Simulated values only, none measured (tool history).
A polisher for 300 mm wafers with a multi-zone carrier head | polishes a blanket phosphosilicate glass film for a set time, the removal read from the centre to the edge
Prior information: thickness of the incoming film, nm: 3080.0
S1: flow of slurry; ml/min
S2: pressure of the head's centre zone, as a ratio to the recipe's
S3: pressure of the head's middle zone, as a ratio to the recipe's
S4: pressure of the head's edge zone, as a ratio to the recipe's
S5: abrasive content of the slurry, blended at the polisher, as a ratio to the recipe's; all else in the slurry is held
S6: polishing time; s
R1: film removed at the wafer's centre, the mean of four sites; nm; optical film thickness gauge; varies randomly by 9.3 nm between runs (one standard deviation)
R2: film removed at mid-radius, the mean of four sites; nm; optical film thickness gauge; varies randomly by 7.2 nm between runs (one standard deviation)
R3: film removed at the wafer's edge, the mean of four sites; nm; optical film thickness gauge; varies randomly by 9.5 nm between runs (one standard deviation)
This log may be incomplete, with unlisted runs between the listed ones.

run 1 hour=0.0 | S1=200 S2=1.00 S3=1.00 S4=1.00 S5=1.00 S6=85 | R1=891.36 R2=885.37 R3=876.47
run 2 hour=5.5 | S1=200 S2=1.00 S3=1.00 S4=1.03 S5=1.00 S6=85 | R1=898.42 R2=898.42 R3=901.73
run 3 hour=10.3 | S1=195 S2=1.01 S3=0.96 S4=1.00 S5=0.95 S6=85 | R1=877.47 R2=814.80 R3=873.84
run 4 hour=17.7 | S1=195 S2=1.02 S3=0.95 S4=0.97 S5=0.90 S6=84 | R1=856.56 R2=793.85 R3=843.33
run 5 hour=20.3 | S1=195 S2=1.02 S3=0.95 S4=1.03 S5=0.90 S6=84 | R1=873.19 R2=810.11 R3=845.72
run 6 hour=26.3 | S1=195 S2=1.03 S3=0.93 S4=1.02 S5=0.80 S6=84 | R1=814.36 R2=744.41 R3=803.13
run 7 hour=31.9 | S1=195 S2=1.05 S3=0.92 S4=1.01 S5=0.75 S6=84 | R1=816.44 R2=704.95 R3=766.96
run 8 hour=37.3 | S1=165 S2=1.04 S3=0.85 S4=0.94 S5=0.65 S6=84 | R1=709.30 R2=604.88 R3=666.51
run 9 hour=45.4 | S1=165 S2=1.04 S3=0.85 S4=0.94 S5=0.65 S6=84 | R1=717.68 R2=597.20 R3=681.73

Forecast run 10:
run 10 hour=47.6 | S1=170 S2=1.05 S3=0.85 S4=0.94 S5=0.65 S6=84 | R1=? R2=? R3=?

{"run 10": {"R1": 729.35, "R2": 619.11, "R3": 665.46}}
